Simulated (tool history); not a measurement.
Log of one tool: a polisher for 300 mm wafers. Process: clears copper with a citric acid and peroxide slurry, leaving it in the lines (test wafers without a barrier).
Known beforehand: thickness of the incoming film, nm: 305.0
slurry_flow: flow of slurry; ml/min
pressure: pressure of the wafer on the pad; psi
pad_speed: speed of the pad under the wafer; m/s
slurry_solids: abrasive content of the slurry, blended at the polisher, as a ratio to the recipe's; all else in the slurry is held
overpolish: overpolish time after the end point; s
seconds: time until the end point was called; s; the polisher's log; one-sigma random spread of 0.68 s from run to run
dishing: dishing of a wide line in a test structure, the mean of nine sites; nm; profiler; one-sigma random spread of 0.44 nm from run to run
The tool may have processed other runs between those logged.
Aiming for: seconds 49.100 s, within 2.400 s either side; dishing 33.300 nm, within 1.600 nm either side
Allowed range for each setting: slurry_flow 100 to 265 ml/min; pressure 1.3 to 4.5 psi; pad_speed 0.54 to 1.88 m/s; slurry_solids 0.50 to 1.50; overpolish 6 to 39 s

| run | hour | slurry_flow | pressure | pad_speed | slurry_solids | overpolish | seconds | dishing |
|---|---|---|---|---|---|---|---|---|
| 1 | 0.0 | 170 | 2.9 | 1.20 | 1.00 | 20 | 95.240 | 37.477 |
| 2 | 5.9 | 175 | 3.3 | 1.24 | 1.00 | 16 | 79.313 | 35.668 |
| 3 | 7.1 | 180 | 3.6 | 1.26 | 1.00 | 14 | 72.754 | 34.636 |
| 4 | 12.1 | 180 | 3.6 | 1.50 | 1.00 | 14 | 61.267 | 39.902 |
| 5 | 21.0 | 180 | 3.8 | 1.50 | 1.00 | 12 | 58.262 | 36.922 |
| 6 | 28.8 | 180 | 3.8 | 1.50 | 1.00 | 16 | 57.786 | 46.630 |
| 7 | 34.0 | 185 | 3.9 | 1.50 | 1.00 | 14 | 56.547 | 42.366 |
| 8 | 37.7 | 185 | 4.0 | 1.50 | 1.00 | 12 | 54.111 | 37.991 |
| 9 | 44.6 | 185 | 4.1 | 1.48 | 1.00 | 11 | 56.061 | 36.080 |
| 10 | 50.5 | 185 | 4.2 | 1.50 | 1.00 | 10 | 54.214 | 34.270 |
| 11 | 59.1 | 190 | 4.3 | 1.50 | 1.00 | 10 | 51.872 | 35.769 |

4 next moves are on the table. One of them brings every result within its allowed miss. Which?
| A | 67.7 | 210 | 4.5 | 1.48 | 1.05 | 8 | ? | ? |
| B | 67.7 | 190 | 4.5 | 1.66 | 0.65 | 9 | ? | ? |
| C | 67.7 | 140 | 4.1 | 1.56 | 1.05 | 11 | ? | ? |
| D | 67.7 | 185 | 4.5 | 1.68 | 1.00 | 9 | ? | ? |

| move | seconds | dishing |
|---|---|---|
| A | 47.762 | 30.755 |
| B | 47.694 | 34.101 |
| C | 52.983 | 36.865 |
| D | 43.388 | 36.969 |
A: takes the biggest miss from the last run beyond its target
B: in spec on every target
C: moves away from the targets compared with the last run
D: moves away from the targets compared with the last run
The move that meets every target is B.

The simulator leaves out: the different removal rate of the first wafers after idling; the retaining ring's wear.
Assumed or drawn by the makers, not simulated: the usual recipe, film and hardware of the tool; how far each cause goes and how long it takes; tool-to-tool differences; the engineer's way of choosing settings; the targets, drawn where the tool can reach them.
